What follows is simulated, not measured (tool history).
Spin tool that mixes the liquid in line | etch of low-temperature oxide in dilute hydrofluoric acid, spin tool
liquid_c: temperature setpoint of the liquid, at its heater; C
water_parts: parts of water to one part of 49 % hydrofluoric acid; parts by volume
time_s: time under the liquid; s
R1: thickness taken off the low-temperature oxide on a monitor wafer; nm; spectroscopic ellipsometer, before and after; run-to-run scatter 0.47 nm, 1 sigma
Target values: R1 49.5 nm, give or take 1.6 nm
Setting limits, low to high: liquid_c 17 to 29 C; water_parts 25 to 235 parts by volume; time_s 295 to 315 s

Run 1, hour 0: liquid_c 21 C, water_parts 130 parts by volume, time_s 295 s. Result: R1 36.788 nm.
Run 2, hour 2.5: liquid_c 21 C, water_parts 170 parts by volume, time_s 295 s. Result: R1 26.75 nm.
Run 3, hour 9.1: liquid_c 18 C, water_parts 170 parts by volume, time_s 295 s. Result: R1 23.909 nm.
Run 4, hour 13: liquid_c 17 C, water_parts 170 parts by volume, time_s 295 s. Result: R1 23.098 nm.
Run 5, hour 16.9: liquid_c 19.5 C, water_parts 160 parts by volume, time_s 295 s. Result: R1 27.317 nm.
Run 6, hour 20.4: liquid_c 23 C, water_parts 160 parts by volume, time_s 295 s. Result: R1 31.575 nm.
Run 7, hour 27.7: liquid_c 24.5 C, water_parts 155 parts by volume, time_s 295 s. Result: R1 34.196 nm.
Run 8, hour 33.3: liquid_c 25.5 C, water_parts 150 parts by volume, time_s 295 s. Result: R1 37.373 nm.
Run 9, hour 40.6: liquid_c 26 C, water_parts 145 parts by volume, time_s 295 s. Result: R1 39.76 nm.

4 next moves are on the table. One of them brings every result within its allowed miss. Which?
Run A, hour 47.9: liquid_c 24.5 C, water_parts 130 parts by volume, time_s 315 s. Result: R1 ?.
Run B, hour 47.9: liquid_c 25.5 C, water_parts 165 parts by volume, time_s 295 s. Result: R1 ?.
Run C, hour 47.9: liquid_c 20.5 C, water_parts 100 parts by volume, time_s 300 s. Result: R1 ?.
Run D, hour 47.9: liquid_c 20.5 C, water_parts 150 parts by volume, time_s 300 s. Result: R1 ?.

move      R1
   A  46.026
   B  33.853
   C  50.329
   D  31.773
A: moves toward the targets from the last run without getting all of them in spec
B: further off than the last run
C: all results land within tolerance of their targets
D: further off than the last run
The move that meets every target is C.

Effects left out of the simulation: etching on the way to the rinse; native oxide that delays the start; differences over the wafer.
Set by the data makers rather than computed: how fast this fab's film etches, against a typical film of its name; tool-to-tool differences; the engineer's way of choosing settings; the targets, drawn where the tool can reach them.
